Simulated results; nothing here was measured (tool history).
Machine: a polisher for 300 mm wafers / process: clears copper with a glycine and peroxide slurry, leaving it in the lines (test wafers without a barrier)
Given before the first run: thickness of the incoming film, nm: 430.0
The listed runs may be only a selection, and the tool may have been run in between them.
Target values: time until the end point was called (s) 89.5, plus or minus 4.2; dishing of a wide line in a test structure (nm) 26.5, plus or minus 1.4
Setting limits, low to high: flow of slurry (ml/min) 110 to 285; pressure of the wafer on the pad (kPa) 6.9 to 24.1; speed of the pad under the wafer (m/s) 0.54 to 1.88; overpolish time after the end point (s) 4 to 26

| run | hour | flow of slurry (ml/min) | pressure of the wafer on the pad (kPa) | speed of the pad under the wafer (m/s) | overpolish time after the end point (s) | time until the end point was called (s) | dishing of a wide line in a test structure (nm) |
|---|---|---|---|---|---|---|---|
| 1 | 0 | 180 | 15.2 | 1.2 | 13 | 77.233 | 42.985 |
| 2 | 5.8 | 180 | 16.5 | 1.2 | 13 | 74.94 | 46.422 |
| 3 | 12 | 185 | 14.5 | 1.22 | 11 | 80.591 | 37.669 |
| 4 | 13.6 | 185 | 13.8 | 1.24 | 10 | 81.183 | 34.387 |
| 5 | 18.7 | 185 | 13.1 | 1.24 | 9 | 83.941 | 31.09 |
| 6 | 25.1 | 230 | 13.1 | 1.24 | 9 | 81.706 | 31.993 |
|  | 31.1 | worn pad replaced by a new one |
| 7 | 31.1 | 230 | 12.4 | 1.24 | 9 | 76.658 | 33.314 |
| 8 | 38.7 | 215 | 11.7 | 1.24 | 9 | 77.48 | 31.496 |
| 9 | 44.9 | 215 | 11.7 | 1.24 | 9 | 77.643 | 32.296 |

Which one of the following 5 next-run settings gets every result inside its allowed miss? There is exactly one.
| A | 51.1 | 215 | 9.7 | 1 | 12 | ? | ? |
| B | 51.1 | 250 | 7.6 | 1.36 | 10 | ? | ? |
| C | 51.1 | 260 | 15.9 | 0.68 | 8 | ? | ? |
| D | 51.1 | 145 | 10.3 | 1.22 | 10 | ? | ? |
| E | 51.1 | 175 | 20.7 | 0.8 | 11 | ? | ? |

| move | time until the end point was called (s) | dishing of a wide line in a test structure (nm) |
|---|---|---|
| A | 97.723 | 34.654 |
| B | 90.785 | 31.303 |
| C | 89.016 | 27.283 |
| D | 90.735 | 31.701 |
| E | 74.071 | 41.526 |
A: lands further from the targets than the last run did
B: moves toward the targets from the last run without getting all of them in spec
C: hits every target within its allowed miss
D: moves toward the targets from the last run without getting all of them in spec
E: lands further from the targets than the last run did
So the answer is move C, the one that meets all the targets.
